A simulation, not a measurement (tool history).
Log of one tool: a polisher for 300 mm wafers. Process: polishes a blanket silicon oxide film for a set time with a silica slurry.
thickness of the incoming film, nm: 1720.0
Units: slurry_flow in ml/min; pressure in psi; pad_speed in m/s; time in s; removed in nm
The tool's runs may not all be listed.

run	day	slurry_flow	pressure	pad_speed	slurry_solids	time	removed
1	0.000	220	5.0	1.52	1.0	23	134.830
2	0.296	220	5.0	1.52	1.1	23	140.510
3	0.558	220	5.0	1.52	1.1	23	142.310
4	0.775	220	4.5	1.50	1.1	23	129.040
5	0.938	220	4.1	1.46	1.1	23	114.930
6	1.071	220	3.8	1.46	1.1	23	105.840
7	1.267	220	3.6	1.46	1.1	23	99.654
8	1.588	220	3.4	1.46	1.1	23	94.623
9	1.933	220	3.3	1.46	1.1	23	93.447
10	2.254	220	3.2	1.46	1.1	23	89.309
11	2.508	220	3.1	1.46	1.1	23	88.310
12	2.804	220	2.3	1.44	1.1	23	65.791
13	2.908	220	2.4	1.44	1.1	23	68.314
14	3.242	220	2.5	1.44	1.1	23	69.571

Run 15 comes next. What will it give?
15	3.408	220	2.6	1.44	1.1	23	?

{"run 15": {"removed": 73.306}}

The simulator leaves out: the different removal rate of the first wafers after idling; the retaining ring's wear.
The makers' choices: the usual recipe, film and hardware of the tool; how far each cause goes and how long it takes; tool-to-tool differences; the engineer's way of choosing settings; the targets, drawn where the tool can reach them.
